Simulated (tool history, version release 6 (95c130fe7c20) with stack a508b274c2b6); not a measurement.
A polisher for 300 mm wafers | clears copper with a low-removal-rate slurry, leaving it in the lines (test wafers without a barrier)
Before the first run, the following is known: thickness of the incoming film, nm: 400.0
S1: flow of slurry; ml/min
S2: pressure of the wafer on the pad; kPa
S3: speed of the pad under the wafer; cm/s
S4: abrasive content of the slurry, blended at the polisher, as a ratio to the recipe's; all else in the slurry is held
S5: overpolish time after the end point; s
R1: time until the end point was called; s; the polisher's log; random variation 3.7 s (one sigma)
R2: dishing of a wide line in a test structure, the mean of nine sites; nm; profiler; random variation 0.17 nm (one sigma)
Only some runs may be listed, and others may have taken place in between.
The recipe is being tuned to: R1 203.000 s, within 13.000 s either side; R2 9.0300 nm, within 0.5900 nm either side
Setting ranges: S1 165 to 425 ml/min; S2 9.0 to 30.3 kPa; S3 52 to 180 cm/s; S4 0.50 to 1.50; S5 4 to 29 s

run,hour,S1,S2,S3,S4,S5,R1,R2
1,0.0,275,19.3,116,1.00,15,123.840,38.5950
2,3.8,275,19.3,136,1.00,15,98.164,42.7200
3,6.9,260,17.9,134,0.95,13,108.800,35.2670
4,14.5,245,16.5,132,0.90,12,121.070,31.1930
5,21.1,245,16.5,132,1.10,12,115.360,33.0340
6,29.8,245,16.5,160,1.10,12,94.988,38.7260
7,35.3,245,16.5,160,1.10,12,95.452,37.6120
8,44.0,270,15.2,150,1.00,11,106.780,33.3830
9,44.5,255,15.2,138,0.95,10,116.420,27.1960
10,48.4,255,15.2,138,0.95,10,119.030,27.3130
11,53.0,240,14.5,132,0.90,9,125.990,22.4080

Exercise: of the 5 proposed moves below, exactly one satisfies all targets within the stated allowed misses. Which move is it?
A,57.6,240,11.7,108,1.00,28,?,?
B,57.6,290,16.5,90,0.60,22,?,?
C,57.6,235,11.0,108,1.15,26,?,?
D,57.6,255,15.2,154,0.90,10,?,?
E,57.6,205,13.1,98,0.60,5,?,?

move,R1,R2
A,172.520,46.6800
B,184.300,37.7520
C,173.220,44.0660
D,108.160,30.6790
E,201.440,9.3982
A: the biggest miss grows against the last run
B: the biggest miss grows against the last run
C: the biggest miss grows against the last run
D: the biggest miss grows against the last run
E: all results land within tolerance of their targets
The move that meets every target is E.
